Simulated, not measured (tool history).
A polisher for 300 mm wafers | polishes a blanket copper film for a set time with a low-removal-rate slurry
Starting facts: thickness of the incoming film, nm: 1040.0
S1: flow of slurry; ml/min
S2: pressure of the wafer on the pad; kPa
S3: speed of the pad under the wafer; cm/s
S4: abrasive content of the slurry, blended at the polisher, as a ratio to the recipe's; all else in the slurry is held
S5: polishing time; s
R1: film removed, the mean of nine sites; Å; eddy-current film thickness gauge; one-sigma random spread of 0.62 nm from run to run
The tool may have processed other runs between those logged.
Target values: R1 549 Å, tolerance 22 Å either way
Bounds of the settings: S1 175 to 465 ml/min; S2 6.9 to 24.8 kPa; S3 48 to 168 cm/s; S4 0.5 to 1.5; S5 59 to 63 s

run	hour	S1	S2	S3	S4	S5	R1
1	0	295	15.9	108	1	59	1313.6
2	1.4	295	15.9	98	1	59	1217.7
3	3.5	295	13.1	90	1	59	940.31
4	7.9	295	11	86	1	59	783.15
5	8.6	295	9.7	84	1	59	669.54
6	17.5	295	9.7	84	1.2	59	705.6
7	23.1	295	9	82	1.2	59	669.81
8	25.3	295	6.9	72	1.2	59	469.15
9	32	295	9	72	1.2	59	605.24

4 candidate next runs follow, results not yet known. Just one meets every target within its allowed miss. Identify it.
A	38.7	350	9	60	0.9	63	?
B	38.7	315	10.3	54	1.2	59	?
C	38.7	285	11	52	1.3	61	?
D	38.7	270	9	82	1.15	62	?

move	R1
A	547.67
B	595.05
C	651.02
D	679.87
A: each result inside its tolerance
B: gains on the last run, yet a result remains outside its allowed miss
C: misses by more than the last run did
D: misses by more than the last run did
Correct choice: A, which meets every target
